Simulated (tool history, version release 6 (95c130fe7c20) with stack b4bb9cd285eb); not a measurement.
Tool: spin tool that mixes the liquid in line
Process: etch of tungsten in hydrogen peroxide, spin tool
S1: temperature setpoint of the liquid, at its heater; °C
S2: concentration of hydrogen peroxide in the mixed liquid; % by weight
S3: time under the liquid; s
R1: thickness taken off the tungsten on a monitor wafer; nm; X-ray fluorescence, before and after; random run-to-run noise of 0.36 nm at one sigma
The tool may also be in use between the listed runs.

| run | day | S1 | S2 | S3 | R1 |
|---|---|---|---|---|---|
| 1 | 0.000 | 58.0 | 19.5 | 15 | 21.209 |
| 2 | 0.071 | 51.5 | 19.5 | 15 | 14.657 |
| 3 | 0.350 | 56.5 | 20.5 | 15 | 20.380 |
| 4 | 0.562 | 51.5 | 20.5 | 15 | 14.952 |
| 5 | 0.917 | 45.0 | 20.5 | 15 | 10.053 |
| 6 | 1.000 | 45.0 | 22.0 | 15 | 10.332 |
| 7 | 1.129 | 52.0 | 22.5 | 15 | 16.445 |

For run 8, what comes out?
| 8 | 1.496 | 60.0 | 23.0 | 15 | ? |

Run 8 yielded R1 26.268 nm.
